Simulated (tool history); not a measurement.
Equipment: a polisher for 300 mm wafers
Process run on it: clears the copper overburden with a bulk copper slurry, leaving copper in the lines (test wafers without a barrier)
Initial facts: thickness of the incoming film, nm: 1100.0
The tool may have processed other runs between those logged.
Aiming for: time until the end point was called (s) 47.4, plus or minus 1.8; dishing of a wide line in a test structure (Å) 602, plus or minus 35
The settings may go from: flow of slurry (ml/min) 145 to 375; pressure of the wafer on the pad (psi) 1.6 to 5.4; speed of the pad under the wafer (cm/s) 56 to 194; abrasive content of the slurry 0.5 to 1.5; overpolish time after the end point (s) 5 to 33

run	hour	flow of slurry (ml/min)	pressure of the wafer on the pad (psi)	speed of the pad under the wafer (cm/s)	abrasive content of the slurry	overpolish time after the end point (s)	time until the end point was called (s)	dishing of a wide line in a test structure (Å)
1	0	240	3.5	124	1	17	77.235	871.69
2	7.4	240	3.5	144	1	17	71.584	915.34
3	11.2	300	3.5	144	1	17	69.605	921.01
4	15.2	345	3.5	144	1	17	67.779	928.48
5	18.5	345	4.3	144	1	17	58.37	1006.8
6	24.1	350	4	154	1.1	15	56.781	923.6
7	26.4	355	3.8	162	1.2	13	57.018	895.6
8	30.5	360	3.7	168	1.25	11	55.374	837.2
9	36.5	375	3.1	194	1.5	5	53.325	541.36
10	38.9	375	3.2	194	1.5	5	51.946	550.37
11	39.7	375	3.6	194	1.5	7	48.235	704.12
12	40.5	375	3.6	194	1.4	7	49.828	704.51
13	47.4	360	3.6	194	1.4	7	48.795	717.07
14	48.4	365	3.6	194	1.4	7	47.961	690.89
15	53.9	375	3.5	194	1.5	5	50.253	574.11

Which single option among these 4 for the next run brings every result within its allowed miss of target? Just one does.
A	59.4	375	3.9	194	1.4	5	?	?
B	59.4	375	3.2	190	1.45	5	?	?
C	59.4	365	3.2	194	1.3	5	?	?
D	59.4	375	3.5	176	1.5	5	?	?

move	time until the end point was called (s)	dishing of a wide line in a test structure (Å)
A	46.775	589.35
B	53.542	532.62
C	54.039	529.21
D	53.38	535.92
A: every result within its allowed miss
B: moves away from the targets compared with the last run
C: moves away from the targets compared with the last run
D: moves away from the targets compared with the last run
Answer: A
